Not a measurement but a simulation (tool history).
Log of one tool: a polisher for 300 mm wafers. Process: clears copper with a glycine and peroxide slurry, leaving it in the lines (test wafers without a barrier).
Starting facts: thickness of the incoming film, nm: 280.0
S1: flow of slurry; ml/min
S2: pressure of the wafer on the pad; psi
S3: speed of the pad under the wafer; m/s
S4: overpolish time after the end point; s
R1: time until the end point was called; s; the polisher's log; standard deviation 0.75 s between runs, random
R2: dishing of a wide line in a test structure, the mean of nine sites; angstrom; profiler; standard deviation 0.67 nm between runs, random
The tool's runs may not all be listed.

run  hour   S1   S2    S3  S4      R1      R2
  1     0  265  1.7  1.08   9  68.128     267
  2   4.7  265  1.9   1.1   8   62.18  259.08
  3   7.1  265  2.1  1.12   7  56.899  256.96
  4     8  265  2.2  1.14   7  54.903  275.28
  5  12.1  310  2.2  1.14   7   54.59  263.07
  6  18.7  310  2.3  1.16   7  50.084  280.11
  7  19.8  310  2.4  1.16   7  47.951  282.13
  8  24.6  310  2.5  1.16   7  46.329  290.01

Estimate the outcome of run 9 from the log above:
  9  30.1  310  2.6  1.16   7   ?   ?

Run 9 yielded R1 46.243 s, R2 315.38 angstrom.

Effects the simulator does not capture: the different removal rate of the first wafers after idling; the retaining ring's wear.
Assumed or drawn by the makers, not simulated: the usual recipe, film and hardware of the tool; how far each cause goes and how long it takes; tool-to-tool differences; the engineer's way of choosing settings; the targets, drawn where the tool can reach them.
